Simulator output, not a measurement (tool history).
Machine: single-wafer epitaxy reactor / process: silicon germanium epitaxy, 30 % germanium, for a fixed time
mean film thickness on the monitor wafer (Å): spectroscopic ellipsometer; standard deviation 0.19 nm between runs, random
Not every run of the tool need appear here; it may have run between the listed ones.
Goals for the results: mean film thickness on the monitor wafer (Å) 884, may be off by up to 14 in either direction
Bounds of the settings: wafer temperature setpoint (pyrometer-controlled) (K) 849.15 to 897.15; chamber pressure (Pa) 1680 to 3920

run	hour	wafer temperature setpoint (pyrometer-controlled) (K)	chamber pressure (Pa)	mean film thickness on the monitor wafer (Å)
1	0	873.15	2800	632.2
2	7.6	867.15	2800	558.92
3	15.3	867.15	3013	571.88
4	19.8	863.15	3013	523.51
5	26.5	867.15	3026	572.61
6	28.4	857.15	3026	463.07
7	31.8	862.15	3040	514.97
8	36.1	866.15	3053	563.82
9	39.4	866.15	3053	563.14
10	45.3	869.15	3053	602.16
11	51.1	872.15	3053	637.02
12	59.8	874.15	3053	663.55
13	61.8	886.15	3080	853.39

Below are 5 possible settings for the next run. Only one of them brings all results inside the allowed miss of their targets. Which is it?
A	63.8	889.15	3133	?
B	63.8	886.15	3746	?
C	63.8	882.15	3453	?
D	63.8	887.15	3640	?
E	63.8	887.15	3173	?

move	mean film thickness on the monitor wafer (Å)
A	909.6
B	912.04
C	817.21
D	921.08
E	877.74
A: pushes the last run's worst result past its target
B: pushes the last run's worst result past its target
C: misses by more than the last run did
D: pushes the last run's worst result past its target
E: all results land within tolerance of their targets
E meets every target.
